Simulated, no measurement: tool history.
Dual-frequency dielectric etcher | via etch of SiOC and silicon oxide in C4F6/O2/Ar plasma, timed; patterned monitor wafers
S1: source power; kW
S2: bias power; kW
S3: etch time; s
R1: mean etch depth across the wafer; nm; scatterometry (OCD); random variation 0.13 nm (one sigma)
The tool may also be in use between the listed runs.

| run | hour | S1 | S2 | S3 | R1 |
|---|---|---|---|---|---|
| 1 | 0 | 0.47 | 0.203 | 40.5 | 47.177 |
| 2 | 4.9 | 0.43 | 0.203 | 40.5 | 45.352 |
| 3 | 13.6 | 0.43 | 0.175 | 40.5 | 42.865 |
| 4 | 16.3 | 0.45 | 0.175 | 40.5 | 44.017 |
| 5 | 22.8 | 0.45 | 0.175 | 37 | 40.176 |
| 6 | 31.1 | 0.48 | 0.178 | 37 | 41.619 |
| 7 | 37.3 | 0.5 | 0.182 | 37 | 42.492 |

Forecast run 8:
| 8 | 42.2 | 0.52 | 0.186 | 37 | ? |

Run 8 gave R1 43.634 nm.

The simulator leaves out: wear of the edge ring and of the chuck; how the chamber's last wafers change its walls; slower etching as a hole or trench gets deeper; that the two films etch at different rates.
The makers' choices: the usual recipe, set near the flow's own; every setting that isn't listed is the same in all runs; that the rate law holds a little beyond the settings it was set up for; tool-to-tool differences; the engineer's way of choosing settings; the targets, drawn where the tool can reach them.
